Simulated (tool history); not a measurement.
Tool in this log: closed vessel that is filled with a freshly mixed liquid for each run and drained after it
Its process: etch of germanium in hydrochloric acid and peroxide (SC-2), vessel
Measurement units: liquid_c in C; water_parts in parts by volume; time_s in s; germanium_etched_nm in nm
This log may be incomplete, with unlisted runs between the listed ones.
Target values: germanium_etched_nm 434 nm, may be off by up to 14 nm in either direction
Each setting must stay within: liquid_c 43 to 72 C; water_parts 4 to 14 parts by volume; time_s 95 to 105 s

run,hour,liquid_c,water_parts,time_s,germanium_etched_nm
1,0,59,7.5,95,317.63
2,2.7,59,9,95,317
3,11.4,59,9,105,352.89
4,16.9,59,7.5,105,354.84
5,19.7,60.5,7.5,105,372.65
# hour 21.4: chemicals flow meter replaced
6,21.4,55,7.5,105,312.07
7,28.7,57.5,7.5,105,331.06
8,32,59.5,7.5,105,361
9,33.4,61,7.5,105,376.84

Consider the 5 candidate settings below. Which is the only one whose results all fall within their allowed miss of target?
A,34.8,67.5,4,105,?
B,34.8,67.5,7,105,?
C,34.8,68,8.5,105,?
D,34.8,65.5,7.5,105,?
E,34.8,69.5,6,100,?

move,germanium_etched_nm
A,468.81
B,457.26
C,456.16
D,429.61
E,465.54
A: takes the result that was furthest off past its target
B: takes the result that was furthest off past its target
C: takes the result that was furthest off past its target
D: hits every target within its allowed miss
E: takes the result that was furthest off past its target
The move that meets every target is D.
